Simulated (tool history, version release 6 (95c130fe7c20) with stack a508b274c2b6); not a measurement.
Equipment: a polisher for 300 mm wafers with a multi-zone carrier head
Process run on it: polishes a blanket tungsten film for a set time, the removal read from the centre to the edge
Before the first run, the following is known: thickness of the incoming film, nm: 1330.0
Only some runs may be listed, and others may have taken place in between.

run  hour  flow of slurry (ml/min)  pressure of the head's centre zone  pressure of the head's middle zone  pressure of the head's edge zone  abrasive content of the slurry  polishing time (s)  film removed at the wafer's centre (angstrom)  film removed at mid-radius (angstrom)  film removed at the wafer's edge (angstrom)
  1     0                      320                                   1                                   1                                 1                               1                  69                                         3357.3                                 3373.9                                       3281.2
  2   7.2                      320                                   1                                   1                              1.03                               1                  69                                         3268.2                                 3348.1                                         3374
  3  11.6                      320                                   1                                0.95                              1.03                               1                  69                                         3422.2                                 3244.8                                       3300.9
  4  18.7                      310                                0.95                                0.92                              1.03                            0.85                  60                                         2577.1                                 2563.7                                       2833.7
  5  21.1                      310                                0.95                                0.92                              0.97                            0.85                  60                                         2499.4                                 2580.9                                       2654.7
  6  23.5                      300                                0.95                                0.88                              0.94                            0.75                  56                                         2318.6                                 2236.6                                       2378.1
  7  30.7                      290                                0.93                                0.86                              0.91                            0.65                  55                                         2049.3                                 2005.8                                       2169.4

Run 8 has not been measured yet. What should we expect?
  8  38.2                      275                                0.92                                0.84                              0.88                            0.65                  55                                              ?                                      ?                                            ?

Run 8 produced film removed at the wafer's centre (angstrom) 2013.6, film removed at mid-radius (angstrom) 1941.8, film removed at the wafer's edge (angstrom) 2152.8.

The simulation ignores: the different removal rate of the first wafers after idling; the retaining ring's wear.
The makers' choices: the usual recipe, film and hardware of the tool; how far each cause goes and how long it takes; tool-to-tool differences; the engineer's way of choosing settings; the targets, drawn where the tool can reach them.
